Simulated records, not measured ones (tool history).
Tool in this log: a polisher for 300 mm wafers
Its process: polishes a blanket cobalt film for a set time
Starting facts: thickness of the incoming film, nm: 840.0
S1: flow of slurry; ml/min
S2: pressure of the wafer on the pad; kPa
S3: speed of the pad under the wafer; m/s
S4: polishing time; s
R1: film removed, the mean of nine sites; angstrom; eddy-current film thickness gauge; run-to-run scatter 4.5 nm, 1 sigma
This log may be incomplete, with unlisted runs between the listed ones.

| run | hour | S1 | S2 | S3 | S4 | R1 |
|---|---|---|---|---|---|---|
| 1 | 0 | 140 | 10.3 | 1.24 | 44 | 2502.9 |
| 2 | 2.4 | 145 | 11 | 1.24 | 44 | 2628.5 |
| 3 | 8.6 | 145 | 9 | 1.24 | 44 | 2184.9 |
| 4 | 10.9 | 145 | 10.3 | 1.26 | 44 | 2560.1 |
| 5 | 15.2 | 145 | 11 | 1.26 | 44 | 2720.8 |
| 6 | 20.6 | 145 | 9 | 1.26 | 44 | 2277.9 |
| 7 | 27 | 145 | 10.3 | 1.28 | 44 | 2574.8 |
| 8 | 30.9 | 145 | 11 | 1.28 | 44 | 2709.1 |
| 9 | 33.2 | 145 | 11 | 1.28 | 44 | 2700.1 |

Run 10, settings as shown, results not yet in. Your forecast:
| 10 | 39.3 | 145 | 11.7 | 1.3 | 44 | ? |

{"run 10": {"R1": 3009.5}}

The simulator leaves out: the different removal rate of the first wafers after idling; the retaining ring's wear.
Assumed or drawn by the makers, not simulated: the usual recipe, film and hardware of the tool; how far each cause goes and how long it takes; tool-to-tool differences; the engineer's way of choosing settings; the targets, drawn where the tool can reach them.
